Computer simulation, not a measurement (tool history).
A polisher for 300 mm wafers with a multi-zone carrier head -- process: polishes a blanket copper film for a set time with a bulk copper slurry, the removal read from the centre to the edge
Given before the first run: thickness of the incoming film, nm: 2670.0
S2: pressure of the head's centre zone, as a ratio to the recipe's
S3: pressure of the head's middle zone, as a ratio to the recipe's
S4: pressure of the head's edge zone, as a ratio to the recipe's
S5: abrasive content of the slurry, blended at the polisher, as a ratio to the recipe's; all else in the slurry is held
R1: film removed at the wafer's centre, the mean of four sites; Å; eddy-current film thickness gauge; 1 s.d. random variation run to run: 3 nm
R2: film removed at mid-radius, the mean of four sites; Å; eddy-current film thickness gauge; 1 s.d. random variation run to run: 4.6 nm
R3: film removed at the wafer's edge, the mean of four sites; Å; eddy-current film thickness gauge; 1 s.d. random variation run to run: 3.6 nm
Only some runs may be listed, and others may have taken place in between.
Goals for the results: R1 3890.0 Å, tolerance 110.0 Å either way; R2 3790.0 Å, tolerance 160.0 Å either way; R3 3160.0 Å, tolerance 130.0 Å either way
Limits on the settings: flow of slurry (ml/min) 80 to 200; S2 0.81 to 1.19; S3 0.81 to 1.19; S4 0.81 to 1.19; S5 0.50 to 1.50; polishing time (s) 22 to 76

run 1 hour=0.0 | flow_of_slurry_(ml/min)=130 S2=1.00 S3=1.00 S4=1.00 S5=1.00 polishing_time_(s)=49 | R1=5582.8 R2=5699.2 R3=5480.1
run 2 hour=1.7 | flow_of_slurry_(ml/min)=130 S2=1.00 S3=1.00 S4=1.00 S5=0.85 polishing_time_(s)=49 | R1=5290.5 R2=5378.3 R3=5321.5
run 3 hour=9.9 | flow_of_slurry_(ml/min)=135 S2=1.01 S3=1.01 S4=0.98 S5=0.80 polishing_time_(s)=47 | R1=5137.7 R2=5145.3 R3=5033.2
run 4 hour=10.9 | flow_of_slurry_(ml/min)=135 S2=1.02 S3=1.03 S4=0.96 S5=0.75 polishing_time_(s)=45 | R1=4894.8 R2=5032.2 R3=4724.5
run 5 hour=16.1 | flow_of_slurry_(ml/min)=135 S2=1.02 S3=1.03 S4=0.96 S5=0.90 polishing_time_(s)=45 | R1=5115.5 R2=5122.5 R3=4882.6
run 6 hour=24.4 | flow_of_slurry_(ml/min)=135 S2=1.03 S3=1.05 S4=0.94 S5=0.85 polishing_time_(s)=43 | R1=4858.2 R2=5022.7 R3=4556.6
run 7 hour=30.8 | flow_of_slurry_(ml/min)=135 S2=1.04 S3=1.05 S4=0.93 S5=0.80 polishing_time_(s)=42 | R1=4731.5 R2=4801.7 R3=4286.9
run 8 hour=36.2 | flow_of_slurry_(ml/min)=130 S2=1.04 S3=1.05 S4=0.92 S5=0.75 polishing_time_(s)=42 | R1=4624.1 R2=4725.7 R3=4271.3
run 9 hour=41.6 | flow_of_slurry_(ml/min)=130 S2=1.05 S3=1.05 S4=0.91 S5=0.70 polishing_time_(s)=41 | R1=4445.0 R2=4445.2 R3=4167.4
run 10 hour=46.8 | flow_of_slurry_(ml/min)=130 S2=1.05 S3=1.05 S4=0.91 S5=0.70 polishing_time_(s)=41 | R1=4447.7 R2=4500.4 R3=4078.4
run 11 hour=50.1 | flow_of_slurry_(ml/min)=130 S2=1.06 S3=1.06 S4=0.90 S5=0.70 polishing_time_(s)=40 | R1=4370.1 R2=4423.8 R3=3947.4
run 12 hour=53.0 | flow_of_slurry_(ml/min)=125 S2=1.07 S3=1.07 S4=0.89 S5=0.70 polishing_time_(s)=40 | R1=4364.8 R2=4384.1 R3=3917.0
run 13 hour=54.4 | flow_of_slurry_(ml/min)=125 S2=1.08 S3=1.08 S4=0.88 S5=0.70 polishing_time_(s)=40 | R1=4466.6 R2=4446.8 R3=3927.7
run 14 hour=58.5 | flow_of_slurry_(ml/min)=125 S2=1.09 S3=1.08 S4=0.87 S5=0.70 polishing_time_(s)=39 | R1=4317.0 R2=4290.5 R3=3739.0
run 15 hour=61.6 | flow_of_slurry_(ml/min)=125 S2=1.10 S3=1.09 S4=0.86 S5=0.70 polishing_time_(s)=39 | R1=4384.2 R2=4297.1 R3=3817.6
run 16 hour=68.7 | flow_of_slurry_(ml/min)=160 S2=1.13 S3=1.14 S4=0.81 S5=0.50 polishing_time_(s)=29 | R1=3214.9 R2=3102.6 R3=2547.7

Exactly one of the 4 candidate moves below puts every result within its allowed miss. Which one?
run A hour=75.8 | flow_of_slurry_(ml/min)=190 S2=1.16 S3=1.19 S4=0.81 S5=0.55 polishing_time_(s)=34 | R1=? R2=? R3=?
run B hour=75.8 | flow_of_slurry_(ml/min)=160 S2=0.92 S3=1.10 S4=0.89 S5=0.50 polishing_time_(s)=39 | R1=? R2=? R3=?
run C hour=75.8 | flow_of_slurry_(ml/min)=130 S2=1.16 S3=1.15 S4=0.86 S5=0.55 polishing_time_(s)=35 | R1=? R2=? R3=?
run D hour=75.8 | flow_of_slurry_(ml/min)=180 S2=1.16 S3=1.09 S4=0.81 S5=0.50 polishing_time_(s)=35 | R1=? R2=? R3=?

move=A R1=4067.7 R2=4019.6 R3=3201.4
move=B R1=3514.6 R2=4112.8 R3=3621.6
move=C R1=3892.8 R2=3779.7 R3=3214.7
move=D R1=4030.5 R2=3730.4 R3=3187.8
A: the result that was furthest off in the last run now lies on the other side of its target
B: an improvement on the last run, though not all results are within tolerance
C: every result within its allowed miss
D: the result that was furthest off in the last run now lies on the other side of its target
C is the move that brings every result within its allowed miss.

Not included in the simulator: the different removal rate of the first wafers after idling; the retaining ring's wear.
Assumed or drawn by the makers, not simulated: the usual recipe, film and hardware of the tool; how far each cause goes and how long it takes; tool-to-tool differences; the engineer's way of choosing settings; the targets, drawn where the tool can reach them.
